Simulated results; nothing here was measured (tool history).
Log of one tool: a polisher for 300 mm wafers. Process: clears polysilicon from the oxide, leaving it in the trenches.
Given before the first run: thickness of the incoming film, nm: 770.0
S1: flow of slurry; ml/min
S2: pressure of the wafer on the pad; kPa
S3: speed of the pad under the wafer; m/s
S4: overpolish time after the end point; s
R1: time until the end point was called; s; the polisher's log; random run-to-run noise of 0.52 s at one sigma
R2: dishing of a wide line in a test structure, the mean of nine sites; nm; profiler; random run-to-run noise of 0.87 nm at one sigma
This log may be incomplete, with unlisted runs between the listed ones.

run,hour,S1,S2,S3,S4,R1,R2
1,0.0,260,17.2,1.16,10,63.862,52.777
2,3.8,260,14.5,1.16,10,76.371,47.960
3,11.1,260,14.5,1.16,9,75.139,47.106
4,15.4,260,14.5,1.16,12,77.002,51.698
5,22.3,260,14.5,0.88,12,97.976,47.633
6,28.0,260,17.9,0.98,10,72.989,48.708
7,30.1,270,22.8,1.30,9,42.873,56.545

Expected results for the next run?
8,38.3,270,24.1,1.32,9,?,?

{"run 8": {"R1": 38.907, "R2": 56.452}}
